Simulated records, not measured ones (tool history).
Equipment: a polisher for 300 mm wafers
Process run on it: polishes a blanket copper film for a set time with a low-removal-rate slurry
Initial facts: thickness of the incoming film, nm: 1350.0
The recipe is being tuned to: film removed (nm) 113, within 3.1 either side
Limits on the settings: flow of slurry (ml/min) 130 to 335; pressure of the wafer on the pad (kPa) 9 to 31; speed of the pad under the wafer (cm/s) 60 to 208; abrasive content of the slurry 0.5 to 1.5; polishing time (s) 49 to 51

run  hour  flow of slurry (ml/min)  pressure of the wafer on the pad (kPa)  speed of the pad under the wafer (cm/s)  abrasive content of the slurry  polishing time (s)  film removed (nm)
  1     0                      215                                      20                                      134                               1                  49             185.14
  2   8.9                      250                                      20                                      134                               1                  49             185.46
  3  12.6                      250                                    18.6                                      134                               1                  49             173.97
  4  19.6                      250                                    17.9                                      134                               1                  49             163.38
  5  21.8                      250                                    17.2                                      134                               1                  49             160.99
  6  24.9                      250                                    16.5                                      134                               1                  49             152.47
  7  27.6                      250                                    15.9                                      134                               1                  49             149.05
  8  29.1                      250                                    15.2                                      134                               1                  49             142.64
  9  33.4                      250                                    15.2                                      134                               1                  49             140.48
 10  35.1                      250                                    14.5                                      134                               1                  49             134.86
 11  39.3                      250                                    13.8                                      134                               1                  49             129.11
 12    43                      225                                      11                                      134                               1                  49             102.05
 13  51.7                      230                                      11                                      134                               1                  49             105.82
 14  57.1                      235                                      11                                      134                               1                  49              105.2
 15  57.8                      240                                      11                                      134                               1                  49             104.14
 16  61.8                      245                                      11                                      134                               1                  49              103.1

Which single option among these 4 for the next run brings every result within its allowed miss of target? Just one does.
  A  65.8                      190                                    10.3                                      128                               1                  51                  ?
  B  65.8                      235                                    10.3                                      148                               1                  51                  ?
  C  65.8                      275                                    10.3                                      140                             0.9                  49                  ?
  D  65.8                      205                                    11.7                                      112                             1.1                  50                  ?

move  film removed (nm)
   A             94.338
   B             111.13
   C             99.817
   D             94.672
A: lands further from the targets than the last run did
B: all results in spec
C: lands further from the targets than the last run did
D: lands further from the targets than the last run did
Answer: B
